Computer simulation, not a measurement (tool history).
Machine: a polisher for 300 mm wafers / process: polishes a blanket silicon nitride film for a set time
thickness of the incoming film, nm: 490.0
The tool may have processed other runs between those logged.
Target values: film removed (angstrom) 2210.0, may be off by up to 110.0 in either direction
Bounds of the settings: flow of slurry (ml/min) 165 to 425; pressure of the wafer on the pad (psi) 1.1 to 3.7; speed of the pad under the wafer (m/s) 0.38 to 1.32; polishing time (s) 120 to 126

run,day,flow of slurry (ml/min),pressure of the wafer on the pad (psi),speed of the pad under the wafer (m/s),polishing time (s),film removed (angstrom)
1,0.000,275,2.4,0.84,120,1419.8
2,0.308,275,2.6,0.84,120,1508.7
3,0.571,315,2.6,0.84,120,1594.3
4,0.862,325,2.7,0.84,120,1625.5
5,0.917,325,3.1,0.84,120,1852.1
6,1.096,295,3.1,0.84,120,1840.2
7,1.354,295,3.2,0.84,120,1857.0
8,1.454,300,3.3,0.84,120,1965.8
9,1.671,300,3.4,0.84,120,2023.3
10,1.942,305,3.5,0.84,120,2009.8

Of the 4 settings listed for the next run, only one would bring every result within its allowed miss of target. Which one?
A,2.212,355,3.4,0.74,122,?
B,2.212,315,3.6,0.76,120,?
C,2.212,335,3.4,0.74,120,?
D,2.212,355,3.4,0.96,120,?

move,film removed (angstrom)
A,1863.9
B,1965.6
C,1826.6
D,2257.7
A: misses by more than the last run did
B: misses by more than the last run did
C: misses by more than the last run did
D: in spec on every target
Answer: D
